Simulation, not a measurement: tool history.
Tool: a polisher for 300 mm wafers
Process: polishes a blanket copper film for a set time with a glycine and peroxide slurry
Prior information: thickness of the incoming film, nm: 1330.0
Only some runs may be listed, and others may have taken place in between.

run,hour,flow of slurry (ml/min),pressure of the wafer on the pad (psi),speed of the pad under the wafer (m/s),polishing time (s),film removed (Å)
1,0,290,3.2,1.3,33,2576.6
2,4.1,290,3.3,1.3,33,2662.6
3,12.3,290,3.4,1.3,33,2753
4,20.6,290,3.4,1.3,29,2401.6
5,27.5,320,3.4,1.3,29,2483.8
6,30.9,390,3.4,1.3,29,2455.3
7,38.5,390,3.4,1.3,29,2482.4

Predict the results of run 8:
8,39.8,390,3.5,1.3,29,?

{"run 8": {"film removed (Å)": 2512}}

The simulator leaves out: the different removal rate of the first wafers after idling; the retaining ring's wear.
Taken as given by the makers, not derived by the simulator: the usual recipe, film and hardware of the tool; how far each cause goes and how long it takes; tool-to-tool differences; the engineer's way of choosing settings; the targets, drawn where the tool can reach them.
